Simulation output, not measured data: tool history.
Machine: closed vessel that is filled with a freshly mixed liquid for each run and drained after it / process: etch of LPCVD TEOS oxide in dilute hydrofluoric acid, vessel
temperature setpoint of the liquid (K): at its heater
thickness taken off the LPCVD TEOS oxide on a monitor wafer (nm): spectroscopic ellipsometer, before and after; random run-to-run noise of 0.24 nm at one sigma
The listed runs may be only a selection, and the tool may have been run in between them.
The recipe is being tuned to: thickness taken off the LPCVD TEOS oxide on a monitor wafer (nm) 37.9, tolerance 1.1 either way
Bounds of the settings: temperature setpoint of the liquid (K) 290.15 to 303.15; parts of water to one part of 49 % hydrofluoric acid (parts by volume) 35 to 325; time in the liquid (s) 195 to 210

run	day	temperature setpoint of the liquid (K)	parts of water to one part of 49 % hydrofluoric acid (parts by volume)	time in the liquid (s)	thickness taken off the LPCVD TEOS oxide on a monitor wafer (nm)
1	0	295.15	180	195	47.054
2	0.346	295.15	180	195	47.486
3	0.433	294.65	180	195	45.445
4	0.679	292.15	180	195	41.687
5	0.8	292.15	235	195	30.241
6	0.921	295.15	235	195	34.029
7	1.171	295.65	235	195	34.366
8	1.425	296.15	235	195	35.315

Which of these 4 next moves meets every target?
A	1.679	298.65	250	195	?
B	1.679	296.65	245	200	?
C	1.679	295.15	240	205	?
D	1.679	300.65	260	205	?

move	thickness taken off the LPCVD TEOS oxide on a monitor wafer (nm)
A	36.139
B	35.402
C	35.245
D	38.734
A: nearer the targets than the last run, but a result is still out of spec
B: roughly where the last run was
C: roughly where the last run was
D: meets every target
Correct choice: D, which meets every target
